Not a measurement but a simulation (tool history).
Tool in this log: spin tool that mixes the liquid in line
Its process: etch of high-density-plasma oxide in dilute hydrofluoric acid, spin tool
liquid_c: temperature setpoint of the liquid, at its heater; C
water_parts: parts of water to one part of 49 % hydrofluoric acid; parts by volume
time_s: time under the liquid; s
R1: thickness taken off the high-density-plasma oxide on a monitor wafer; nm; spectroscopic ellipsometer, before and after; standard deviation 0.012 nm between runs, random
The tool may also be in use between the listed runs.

{"run": 1, "hour": 0.0, "liquid_c": 26.0, "water_parts": 90, "time_s": 15, "R1": 2.0293}
{"run": 2, "hour": 4.1, "liquid_c": 24.5, "water_parts": 90, "time_s": 15, "R1": 1.9509}
{"run": 3, "hour": 12.9, "liquid_c": 24.5, "water_parts": 90, "time_s": 15, "R1": 1.9434}
{"run": 4, "hour": 21.3, "liquid_c": 24.5, "water_parts": 110, "time_s": 15, "R1": 1.5417}
{"run": 5, "hour": 29.1, "liquid_c": 24.5, "water_parts": 110, "time_s": 15, "R1": 1.5548}
{"run": 6, "hour": 30.9, "liquid_c": 24.5, "water_parts": 130, "time_s": 15, "R1": 1.2941}
{"run": 7, "hour": 35.6, "liquid_c": 25.0, "water_parts": 130, "time_s": 15, "R1": 1.3214}
{"run": 8, "hour": 40.5, "liquid_c": 25.5, "water_parts": 130, "time_s": 15, "R1": 1.3342}
{"run": 9, "hour": 48.8, "liquid_c": 26.0, "water_parts": 130, "time_s": 15, "R1": 1.369}

Run 10, settings as shown, results not yet in. Your forecast:
{"hour": 51.8, "done": "hydrofluoric acid flow meter replaced"}
{"run": 10, "hour": 51.8, "liquid_c": 26.5, "water_parts": 130, "time_s": 15, "R1": "?"}

Run 10 produced R1 1.2864 nm.
